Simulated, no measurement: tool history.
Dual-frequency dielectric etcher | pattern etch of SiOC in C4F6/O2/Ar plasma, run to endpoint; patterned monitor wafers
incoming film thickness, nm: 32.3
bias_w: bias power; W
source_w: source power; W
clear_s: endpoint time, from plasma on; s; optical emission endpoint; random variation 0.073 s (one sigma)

{"run": 1, "day": 0.0, "bias_w": 485, "source_w": 400, "clear_s": 11.029}
{"run": 2, "day": 0.338, "bias_w": 451, "source_w": 370, "clear_s": 11.878}
{"run": 3, "day": 0.488, "bias_w": 424, "source_w": 360, "clear_s": 12.499}
{"run": 4, "day": 0.779, "bias_w": 424, "source_w": 330, "clear_s": 12.845}
{"run": 5, "day": 0.817, "bias_w": 493, "source_w": 330, "clear_s": 11.827}
{"run": 6, "day": 1.075, "bias_w": 563, "source_w": 330, "clear_s": 11.041}
{"run": 7, "day": 1.217, "bias_w": 519, "source_w": 330, "clear_s": 11.492}
{"run": 8, "day": 1.438, "bias_w": 483, "source_w": 330, "clear_s": 12.035}
{"run": 9, "day": 1.708, "bias_w": 454, "source_w": 330, "clear_s": 12.471}
{"run": 10, "day": 1.788, "bias_w": 431, "source_w": 330, "clear_s": 12.764}
{"run": 11, "day": 1.904, "bias_w": 411, "source_w": 330, "clear_s": 13.2}
{"run": 12, "day": 2.112, "bias_w": 314, "source_w": 320, "clear_s": 15.735}

The next listed run, before its measurement:
{"run": 13, "day": 2.462, "bias_w": 322, "source_w": 320, "clear_s": "?"}

Run 13 gave clear_s 15.505 s.
